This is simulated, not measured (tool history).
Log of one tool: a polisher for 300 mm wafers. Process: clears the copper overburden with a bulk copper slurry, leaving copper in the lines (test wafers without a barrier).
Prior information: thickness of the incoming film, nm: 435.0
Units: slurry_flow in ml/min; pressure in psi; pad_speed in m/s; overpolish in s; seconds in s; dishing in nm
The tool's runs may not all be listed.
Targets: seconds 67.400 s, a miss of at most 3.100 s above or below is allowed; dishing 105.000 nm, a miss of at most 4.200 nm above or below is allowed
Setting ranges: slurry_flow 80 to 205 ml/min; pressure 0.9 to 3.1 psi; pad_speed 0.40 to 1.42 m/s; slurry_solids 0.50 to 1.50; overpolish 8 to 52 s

run  hour  slurry_flow  pressure  pad_speed  slurry_solids  overpolish  seconds  dishing
  1   0.0          135       2.0       0.90           1.00          26   97.712   76.630
  2   2.4          135       2.3       0.90           1.00          26   85.283   84.371
  3   5.1          135       2.4       0.90           1.00          26   82.326   86.313
  4  12.0          135       2.4       0.90           0.85          26   83.333   86.298
     19.5  -- worn pad replaced by a new one
  5  19.5          135       2.4       0.90           0.95          26   79.205   89.776
  6  26.6          115       2.4       0.90           0.95          26   80.963   89.740
  7  35.3          115       2.5       0.90           0.95          26   77.802   92.637
  8  37.0          115       2.5       0.90           0.95          26   76.917   91.717
  9  39.6          115       2.7       0.90           0.95          27   71.050  100.420

Exactly one of the 5 candidate moves below puts every result within its allowed miss. Which one?
  A  42.2           85       2.4       0.98           1.10          29        ?        ?
  B  42.2          115       2.7       0.98           0.85          21        ?        ?
  C  42.2           95       2.9       0.80           1.10          29        ?        ?
  D  42.2          120       2.7       0.88           0.95          26        ?        ?
  E  42.2          110       2.6       0.98           1.10          28        ?        ?

move  seconds  dishing
   A   72.242   99.768
   B   65.850   86.890
   C   71.834  102.940
   D   70.804   95.766
   E   64.833  105.730
A: lands further from the targets than the last run did
B: meets the target for the result that was furthest off, but another lies outside its allowed miss
C: lands further from the targets than the last run did
D: lands further from the targets than the last run did
E: hits every target within its allowed miss
Go with E: it meets all targets.
